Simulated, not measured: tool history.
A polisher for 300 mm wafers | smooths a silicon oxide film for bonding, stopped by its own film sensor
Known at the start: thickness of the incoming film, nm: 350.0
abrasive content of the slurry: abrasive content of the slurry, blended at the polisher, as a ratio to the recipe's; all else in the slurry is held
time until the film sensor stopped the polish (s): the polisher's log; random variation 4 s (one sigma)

run	hour	flow of slurry (ml/min)	pressure of the wafer on the pad (psi)	speed of the pad under the wafer (cm/s)	abrasive content of the slurry	target thickness at which the film sensor stops the polish (nm)	time until the film sensor stopped the polish (s)
1	0	175	2.7	68	1	276	118.75
2	5.1	175	2.3	60	1	276	148.89
3	13.8	210	2.3	60	1	276	144.94
4	22.3	210	2.3	48	1	276	171.53
5	26.4	210	2.3	48	0.9	276	184.99
6	30	210	2.9	48	0.9	276	146.35
7	31.7	210	2.5	46	0.9	276	178.32
8	33.8	210	2.2	46	0.9	276	202.62
9	37	210	2	46	0.9	276	218.31
10	41.6	210	1.9	46	0.9	276	228.37

Run 11 comes next. What will it give?
11	44.2	210	1.8	46	0.9	276	?

{"run 11": {"time until the film sensor stopped the polish (s)": 242.4}}
